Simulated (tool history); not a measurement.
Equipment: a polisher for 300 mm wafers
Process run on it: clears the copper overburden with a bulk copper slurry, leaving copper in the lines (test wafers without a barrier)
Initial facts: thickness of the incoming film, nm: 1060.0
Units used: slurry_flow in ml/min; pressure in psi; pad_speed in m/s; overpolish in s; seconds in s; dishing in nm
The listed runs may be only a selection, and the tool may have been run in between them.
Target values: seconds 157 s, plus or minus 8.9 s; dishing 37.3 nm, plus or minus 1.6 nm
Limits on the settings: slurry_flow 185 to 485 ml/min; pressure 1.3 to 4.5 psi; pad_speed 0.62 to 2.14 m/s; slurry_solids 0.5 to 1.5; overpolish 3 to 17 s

run	hour	slurry_flow	pressure	pad_speed	slurry_solids	overpolish	seconds	dishing
1	0	310	2.9	1.38	1	9	73.226	82.39
2	6	310	3.5	1.38	1	9	60.083	93.896
3	10.8	310	3	1.24	1	8	75.933	70.765
4	11.7	310	3	1.24	0.85	8	81.351	68.329
5	19.8	310	2.6	1.18	0.85	8	100.51	57.325
6	26.7	310	2.3	1.18	0.85	8	111.88	50.952
7	31.3	310	2.1	1.18	0.85	8	118.28	47.402
8	40.2	310	1.9	1.18	0.85	8	131.35	43.001
9	44.1	310	1.8	1.18	0.85	8	139.64	41.215
10	46.6	310	1.7	1.18	0.85	8	147.21	38.929

Which single option among these 4 for the next run brings every result within its allowed miss of target? Just one does.
A	49.1	285	1.5	1.38	0.85	8	?	?
B	49.1	245	2.3	0.9	1.05	7	?	?
C	49.1	310	1.8	1.42	0.55	7	?	?
D	49.1	450	1.8	1.1	0.65	8	?	?

move	seconds	dishing
A	140.26	38.945
B	135.35	36.73
C	128.87	37.813
D	152.54	36.674
A: further off than the last run
B: further off than the last run
C: further off than the last run
D: hits every target within its allowed miss
Go with D: it meets all targets.

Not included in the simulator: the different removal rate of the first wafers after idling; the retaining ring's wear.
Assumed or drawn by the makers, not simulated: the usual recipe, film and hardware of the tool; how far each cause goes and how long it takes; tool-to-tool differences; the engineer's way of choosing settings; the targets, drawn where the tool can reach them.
